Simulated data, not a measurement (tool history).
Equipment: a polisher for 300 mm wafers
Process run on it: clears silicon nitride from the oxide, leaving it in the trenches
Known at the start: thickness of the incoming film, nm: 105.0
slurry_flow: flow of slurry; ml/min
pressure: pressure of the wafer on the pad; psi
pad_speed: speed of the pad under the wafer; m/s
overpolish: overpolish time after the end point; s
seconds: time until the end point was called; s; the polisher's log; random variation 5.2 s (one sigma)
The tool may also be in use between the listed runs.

run 1 hour=0.0 | slurry_flow=260 pressure=3.1 pad_speed=0.84 overpolish=33 | seconds=124.34
run 2 hour=1.1 | slurry_flow=260 pressure=2.8 pad_speed=0.84 overpolish=33 | seconds=135.97
run 3 hour=3.7 | slurry_flow=260 pressure=2.8 pad_speed=0.84 overpolish=33 | seconds=134.79
run 4 hour=11.2 | slurry_flow=260 pressure=2.8 pad_speed=0.84 overpolish=33 | seconds=133.16
run 5 hour=18.5 | slurry_flow=260 pressure=2.8 pad_speed=0.84 overpolish=35 | seconds=135.14
run 6 hour=19.4 | slurry_flow=260 pressure=2.8 pad_speed=0.84 overpolish=33 | seconds=135.45
run 7 hour=27.7 | slurry_flow=255 pressure=2.4 pad_speed=0.72 overpolish=33 | seconds=179.17
run 8 hour=31.1 | slurry_flow=255 pressure=2.1 pad_speed=0.66 overpolish=33 | seconds=226.09
run 9 hour=37.5 | slurry_flow=255 pressure=1.9 pad_speed=0.64 overpolish=33 | seconds=248.12
run 10 hour=43.4 | slurry_flow=255 pressure=1.8 pad_speed=0.62 overpolish=33 | seconds=275.37
run 11 hour=45.7 | slurry_flow=255 pressure=1.7 pad_speed=0.62 overpolish=33 | seconds=295.63
-- hour=54.2 worn pad replaced by a new one
run 12 hour=54.2 | slurry_flow=255 pressure=1.6 pad_speed=0.62 overpolish=33 | seconds=280.44

For run 13, what comes out?
run 13 hour=61.2 | slurry_flow=250 pressure=1.4 pad_speed=0.52 overpolish=33 | seconds=?

For run 13 the tool returned seconds 380.01 s.
